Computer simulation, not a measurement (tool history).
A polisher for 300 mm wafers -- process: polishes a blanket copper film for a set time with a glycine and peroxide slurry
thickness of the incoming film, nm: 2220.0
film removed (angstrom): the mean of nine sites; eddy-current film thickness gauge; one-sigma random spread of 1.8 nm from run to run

run	hour	flow of slurry (ml/min)	pressure of the wafer on the pad (psi)	speed of the pad under the wafer (cm/s)	polishing time (s)	film removed (angstrom)
1	0	235	3.1	100	65	3687.9
2	0.9	235	2.8	100	65	3437.7
3	8.6	255	2.8	100	65	3458.1
4	11.5	255	2.6	98	65	3285.1
5	16.5	255	2.6	98	65	3274
6	19	255	2.3	98	65	3086.2
7	19.7	250	2.2	96	65	2961.8
8	25.8	250	2.1	94	65	2862.1
9	29.2	250	2	92	65	2748.7
10	31.3	250	1.9	90	65	2629.8

Run 11 is up next; what results do you expect?
11	34.4	250	1.8	90	65	?

{"run 11": {"film removed (angstrom)": 2580.7}}
